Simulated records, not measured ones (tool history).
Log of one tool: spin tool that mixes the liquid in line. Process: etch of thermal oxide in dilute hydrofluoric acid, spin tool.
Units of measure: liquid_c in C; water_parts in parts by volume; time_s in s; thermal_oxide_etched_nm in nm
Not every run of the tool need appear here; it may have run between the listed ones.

run 1 hour=0.0 | liquid_c=20.0 water_parts=150 time_s=90 | thermal_oxide_etched_nm=2.3187
run 2 hour=4.6 | liquid_c=20.0 water_parts=200 time_s=90 | thermal_oxide_etched_nm=1.6390
run 3 hour=10.2 | liquid_c=21.5 water_parts=180 time_s=90 | thermal_oxide_etched_nm=1.9976
run 4 hour=18.8 | liquid_c=23.0 water_parts=165 time_s=90 | thermal_oxide_etched_nm=2.3244
run 5 hour=22.8 | liquid_c=24.0 water_parts=150 time_s=90 | thermal_oxide_etched_nm=2.7004
run 6 hour=29.3 | liquid_c=21.0 water_parts=150 time_s=90 | thermal_oxide_etched_nm=2.4159
run 7 hour=37.1 | liquid_c=22.5 water_parts=140 time_s=90 | thermal_oxide_etched_nm=2.7528
run 8 hour=44.4 | liquid_c=23.5 water_parts=135 time_s=90 | thermal_oxide_etched_nm=2.9846
run 9 hour=52.7 | liquid_c=23.5 water_parts=135 time_s=90 | thermal_oxide_etched_nm=2.9863
run 10 hour=54.6 | liquid_c=24.5 water_parts=130 time_s=90 | thermal_oxide_etched_nm=3.2089
run 11 hour=59.0 | liquid_c=25.0 water_parts=125 time_s=90 | thermal_oxide_etched_nm=3.4776

Run 12 comes next. What will it give?
run 12 hour=63.1 | liquid_c=25.5 water_parts=125 time_s=90 | thermal_oxide_etched_nm=?

thermal_oxide_etched_nm: 3.5328 nm
